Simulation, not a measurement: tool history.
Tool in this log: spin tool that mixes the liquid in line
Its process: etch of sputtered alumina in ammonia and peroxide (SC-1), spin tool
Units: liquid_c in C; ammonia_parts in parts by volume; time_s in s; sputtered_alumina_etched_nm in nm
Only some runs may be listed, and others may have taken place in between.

| run | hour | liquid_c | ammonia_parts | time_s | sputtered_alumina_etched_nm |
|---|---|---|---|---|---|
| 1 | 0.0 | 47.0 | 0.45 | 320 | 11.7810 |
| 2 | 8.6 | 44.5 | 0.45 | 320 | 10.0440 |
| 3 | 10.0 | 44.5 | 0.35 | 320 | 9.8913 |
| 4 | 18.5 | 44.5 | 0.30 | 320 | 9.7282 |
| 5 | 22.6 | 49.5 | 0.30 | 320 | 12.9520 |
| 6 | 27.6 | 52.5 | 0.30 | 320 | 15.3690 |

Run 7, settings as shown, results not yet in. Your forecast:
| 7 | 35.0 | 55.0 | 0.30 | 320 | ? |

{"run 7": {"sputtered_alumina_etched_nm": 17.418}}

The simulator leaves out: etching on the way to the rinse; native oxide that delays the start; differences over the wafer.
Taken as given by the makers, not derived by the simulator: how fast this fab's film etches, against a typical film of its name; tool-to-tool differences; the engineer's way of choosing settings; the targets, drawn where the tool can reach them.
